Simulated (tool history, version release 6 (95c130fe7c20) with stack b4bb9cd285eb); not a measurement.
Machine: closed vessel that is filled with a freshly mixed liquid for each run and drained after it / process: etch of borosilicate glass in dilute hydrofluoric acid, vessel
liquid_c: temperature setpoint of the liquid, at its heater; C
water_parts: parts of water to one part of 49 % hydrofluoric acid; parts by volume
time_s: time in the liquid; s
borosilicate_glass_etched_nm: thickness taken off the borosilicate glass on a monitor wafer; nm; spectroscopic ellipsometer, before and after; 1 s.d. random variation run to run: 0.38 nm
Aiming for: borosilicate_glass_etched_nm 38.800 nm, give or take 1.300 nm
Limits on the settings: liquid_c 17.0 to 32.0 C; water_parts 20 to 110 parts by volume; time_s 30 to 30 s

Run 1, hour 0.0: liquid_c 24.0 C, water_parts 60 parts by volume, time_s 30 s. Result: borosilicate_glass_etched_nm 18.494 nm.
Run 2, hour 7.4: liquid_c 26.0 C, water_parts 55 parts by volume, time_s 30 s. Result: borosilicate_glass_etched_nm 21.909 nm.
Run 3, hour 9.6: liquid_c 27.5 C, water_parts 50 parts by volume, time_s 30 s. Result: borosilicate_glass_etched_nm 25.681 nm.
Run 4, hour 18.2: liquid_c 27.5 C, water_parts 50 parts by volume, time_s 30 s. Result: borosilicate_glass_etched_nm 26.038 nm.
Run 5, hour 21.2: liquid_c 29.0 C, water_parts 45 parts by volume, time_s 30 s. Result: borosilicate_glass_etched_nm 31.323 nm.
Run 6, hour 26.1: liquid_c 29.0 C, water_parts 50 parts by volume, time_s 30 s. Result: borosilicate_glass_etched_nm 27.226 nm.
Run 7, hour 27.3: liquid_c 30.0 C, water_parts 45 parts by volume, time_s 30 s. Result: borosilicate_glass_etched_nm 31.997 nm.
Run 8, hour 33.8: liquid_c 30.5 C, water_parts 45 parts by volume, time_s 30 s. Result: borosilicate_glass_etched_nm 32.284 nm.
Run 9, hour 38.4: liquid_c 31.0 C, water_parts 45 parts by volume, time_s 30 s. Result: borosilicate_glass_etched_nm 32.644 nm.
Run 10, hour 42.2: liquid_c 31.5 C, water_parts 45 parts by volume, time_s 30 s. Result: borosilicate_glass_etched_nm 33.835 nm.

Below are 5 possible settings for the next run. Only one of them brings all results inside the allowed miss of their targets. Which is it?
Run A, hour 46.0: liquid_c 29.5 C, water_parts 40 parts by volume, time_s 30 s. Result: borosilicate_glass_etched_nm ?.
Run B, hour 46.0: liquid_c 31.5 C, water_parts 40 parts by volume, time_s 30 s. Result: borosilicate_glass_etched_nm ?.
Run C, hour 46.0: liquid_c 27.5 C, water_parts 45 parts by volume, time_s 30 s. Result: borosilicate_glass_etched_nm ?.
Run D, hour 46.0: liquid_c 32.0 C, water_parts 45 parts by volume, time_s 30 s. Result: borosilicate_glass_etched_nm ?.
Run E, hour 46.0: liquid_c 31.0 C, water_parts 50 parts by volume, time_s 30 s. Result: borosilicate_glass_etched_nm ?.

move  borosilicate_glass_etched_nm
   A                        35.561
   B                        38.532
   C                        28.936
   D                        34.668
   E                        29.765
A: closes in on the targets versus the last run, not all within tolerance yet
B: all results in spec
C: misses by more than the last run did
D: closes in on the targets versus the last run, not all within tolerance yet
E: misses by more than the last run did
The move that meets every target is B.
